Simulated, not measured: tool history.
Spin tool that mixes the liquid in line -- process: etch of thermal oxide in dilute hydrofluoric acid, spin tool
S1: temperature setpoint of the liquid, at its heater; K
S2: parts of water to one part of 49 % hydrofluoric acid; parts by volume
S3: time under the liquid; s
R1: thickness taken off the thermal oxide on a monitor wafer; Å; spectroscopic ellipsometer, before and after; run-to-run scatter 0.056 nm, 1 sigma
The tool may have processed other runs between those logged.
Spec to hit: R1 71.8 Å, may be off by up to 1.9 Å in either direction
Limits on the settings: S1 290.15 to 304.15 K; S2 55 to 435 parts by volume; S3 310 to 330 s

| run | day | S1 | S2 | S3 | R1 |
|---|---|---|---|---|---|
| 1 | 0 | 296.15 | 245 | 310 | 46.973 |
| 2 | 0.112 | 296.15 | 245 | 310 | 47.14 |
| 3 | 0.242 | 296.15 | 245 | 330 | 50.105 |
| 4 | 0.388 | 292.65 | 245 | 330 | 43.486 |
| 5 | 0.625 | 292.65 | 185 | 330 | 61.777 |
| 6 | 0.871 | 292.65 | 255 | 330 | 41.764 |
| 7 | 1.05 | 296.15 | 250 | 330 | 49.19 |
| 8 | 1.338 | 300.15 | 230 | 330 | 62.202 |
| 9 | 1.371 | 301.15 | 230 | 330 | 64.295 |
| 10 | 1.746 | 301.15 | 230 | 330 | 63.72 |
| 11 | 1.812 | 302.15 | 230 | 330 | 67.057 |
| 12 | 1.917 | 302.65 | 230 | 330 | 68.111 |
| 13 | 2.208 | 303.15 | 230 | 330 | 68.265 |

Of the 4 settings listed for the next run, only one would bring every result within its allowed miss of target. Which one?
| A | 2.5 | 301.15 | 220 | 330 | ? |
| B | 2.5 | 304.15 | 230 | 330 | ? |
| C | 2.5 | 302.65 | 235 | 330 | ? |
| D | 2.5 | 304.15 | 220 | 330 | ? |

| move | R1 |
|---|---|
| A | 67.507 |
| B | 70.694 |
| C | 65.396 |
| D | 74.812 |
A: moves away from the targets compared with the last run
B: every result within its allowed miss
C: moves away from the targets compared with the last run
D: takes the result that was furthest off past its target
Answer: B

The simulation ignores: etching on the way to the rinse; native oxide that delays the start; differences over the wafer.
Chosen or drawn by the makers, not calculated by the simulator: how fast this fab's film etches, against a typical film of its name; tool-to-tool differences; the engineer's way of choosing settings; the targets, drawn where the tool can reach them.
